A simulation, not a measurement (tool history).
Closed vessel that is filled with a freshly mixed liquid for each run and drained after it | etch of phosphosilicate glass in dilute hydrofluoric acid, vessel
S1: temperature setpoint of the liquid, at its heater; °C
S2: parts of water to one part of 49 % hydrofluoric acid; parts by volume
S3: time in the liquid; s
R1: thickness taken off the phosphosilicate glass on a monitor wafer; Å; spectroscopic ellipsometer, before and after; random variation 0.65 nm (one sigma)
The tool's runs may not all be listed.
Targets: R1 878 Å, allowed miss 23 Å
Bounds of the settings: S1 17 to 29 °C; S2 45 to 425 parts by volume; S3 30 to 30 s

run	day	S1	S2	S3	R1
1	0	21	235	30	232.75
2	0.321	22.5	200	30	298.6
3	0.588	23.5	170	30	375.03
4	0.821	24.5	150	30	450.28
5	1.179	25.5	135	30	526.32
6	1.275	25.5	195	30	343.19
7	1.579	26	170	30	407.7
8	1.921	26.5	150	30	484.77
9	2.208	27	135	30	564.34
10	2.392	29	65	30	1376.7
11	2.617	27.5	65	30	1296.4
12	3	25.5	65	30	1202.5
13	3.125	21.5	70	30	934.62
14	3.175	21	70	30	927.15

Which of these 4 next moves meets every target?
A	3.225	20	70	30	?
B	3.225	23.5	75	30	?
C	3.225	19	60	30	?
D	3.225	20.5	75	30	?

move	R1
A	875.76
B	939.46
C	989.71
D	830.11
A: meets every target
B: further off than the last run
C: further off than the last run
D: takes the result that was furthest off past its target
Move A is the one to make.

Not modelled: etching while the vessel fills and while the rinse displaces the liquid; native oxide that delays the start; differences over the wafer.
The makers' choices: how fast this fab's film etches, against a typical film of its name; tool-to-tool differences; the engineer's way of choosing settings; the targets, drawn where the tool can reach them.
